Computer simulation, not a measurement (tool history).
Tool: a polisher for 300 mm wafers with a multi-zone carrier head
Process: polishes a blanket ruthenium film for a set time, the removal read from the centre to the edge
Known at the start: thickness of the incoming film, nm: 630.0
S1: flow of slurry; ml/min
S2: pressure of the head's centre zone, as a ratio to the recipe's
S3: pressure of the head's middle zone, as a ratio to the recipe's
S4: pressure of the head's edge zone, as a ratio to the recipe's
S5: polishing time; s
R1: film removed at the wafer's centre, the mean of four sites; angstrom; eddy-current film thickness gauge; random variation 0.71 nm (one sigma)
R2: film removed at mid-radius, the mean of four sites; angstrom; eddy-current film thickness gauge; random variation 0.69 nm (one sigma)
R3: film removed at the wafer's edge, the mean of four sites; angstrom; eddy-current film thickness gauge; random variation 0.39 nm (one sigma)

run,hour,S1,S2,S3,S4,S5,R1,R2,R3
1,0,220,1,1,1,80,699.22,686.86,706.02
2,1.3,220,1,1,1.03,80,703.44,683.12,717.23
3,9.2,215,0.97,0.98,1,76,634.94,645.14,671.21
4,10.8,215,0.97,0.98,1,85,691.57,715.47,744.69
5,16.8,210,0.96,0.96,0.97,80,639.09,662.13,687.28
6,20,210,0.96,0.96,1.04,80,658.63,677,721.57
7,25.7,205,0.95,0.94,1,77,622.56,612.73,671.12
8,33,200,0.93,0.94,0.96,75,590.56,609.43,643.89
9,36.5,195,0.92,0.93,0.93,73,564.55,606.07,614.57
10,37,190,0.91,0.91,0.91,72,541.33,561.93,602.86
11,40.6,185,0.9,0.91,0.89,71,526.75,557.15,581.84
12,42,180,0.89,0.9,0.88,71,521.1,551.91,584.77

The next listed run, before its measurement:
13,44.2,180,0.89,0.9,0.87,70,?,?,?

{"run 13": {"R1": 522.53, "R2": 534.35, "R3": 565.88}}
